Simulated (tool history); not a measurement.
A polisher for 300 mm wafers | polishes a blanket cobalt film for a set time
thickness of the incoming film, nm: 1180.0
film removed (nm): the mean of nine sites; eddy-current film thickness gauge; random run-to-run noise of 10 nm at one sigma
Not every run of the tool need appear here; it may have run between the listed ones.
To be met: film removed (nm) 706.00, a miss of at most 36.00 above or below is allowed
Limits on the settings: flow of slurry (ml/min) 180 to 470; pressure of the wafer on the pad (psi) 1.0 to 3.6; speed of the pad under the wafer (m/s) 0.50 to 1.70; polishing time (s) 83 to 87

run  hour  flow of slurry (ml/min)  pressure of the wafer on the pad (psi)  speed of the pad under the wafer (m/s)  polishing time (s)  film removed (nm)
  1   0.0                      300                                     2.3                                    1.10                  83             522.02
  2   1.0                      300                                     2.5                                    1.10                  83             565.95
  3   8.5                      300                                     2.6                                    1.10                  83             585.34
  4  11.6                      300                                     2.1                                    1.10                  83             469.96
  5  18.4                      300                                     1.8                                    1.10                  83             407.41
  6  22.4                      300                                     2.1                                    1.12                  83             478.92
  7  27.3                      300                                     2.1                                    1.12                  83             475.62
  8  30.5                      300                                     2.3                                    1.12                  83             524.60

Next run, 5 choices. One meets every target within its allowed miss, the rest don't. Which?
  A  33.7                      235                                     2.0                                    0.94                  83                  ?
  B  33.7                      335                                     2.9                                    1.32                  87                  ?
  C  33.7                      320                                     2.9                                    1.30                  87                  ?
  D  33.7                      275                                     2.8                                    1.30                  87                  ?
  E  33.7                      295                                     2.6                                    1.26                  87                  ?

move  film removed (nm)
   A             376.31
   B             813.90
   C             798.86
   D             761.43
   E             691.72
A: further off than the last run
B: takes the biggest miss from the last run beyond its target
C: takes the biggest miss from the last run beyond its target
D: takes the biggest miss from the last run beyond its target
E: every result lands within tolerance
Move E is the one to make.
